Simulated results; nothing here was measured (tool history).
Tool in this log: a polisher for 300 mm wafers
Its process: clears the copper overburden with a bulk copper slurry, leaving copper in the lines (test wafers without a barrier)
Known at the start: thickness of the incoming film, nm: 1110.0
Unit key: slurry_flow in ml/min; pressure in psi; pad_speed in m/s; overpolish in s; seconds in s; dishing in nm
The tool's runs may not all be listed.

run  hour  slurry_flow  pressure  pad_speed  slurry_solids  overpolish  seconds  dishing
  1     0          300       3.5       1.02              1           8   91.604   43.885
  2   7.2          300       3.1       0.98              1           8   106.56    41.47
  3  11.6          245       3.1       0.98              1           8   113.34   39.674
  4  16.7          245       3.1       1.18              1           8   92.946   44.263
  5  18.3          240       2.8       1.12              1           8   109.18   40.324
  6  21.4          240       2.8        1.3              1           8   97.504   41.878
  7  29.9          235       2.5       1.22              1           8   114.36   39.433
  8  32.5          230       2.3       1.18              1           8   131.35   36.308

The next listed run, before its measurement:
  9  38.5          230       2.1       1.16              1           8        ?        ?

{"run 9": {"seconds": 140.76, "dishing": 34.242}}

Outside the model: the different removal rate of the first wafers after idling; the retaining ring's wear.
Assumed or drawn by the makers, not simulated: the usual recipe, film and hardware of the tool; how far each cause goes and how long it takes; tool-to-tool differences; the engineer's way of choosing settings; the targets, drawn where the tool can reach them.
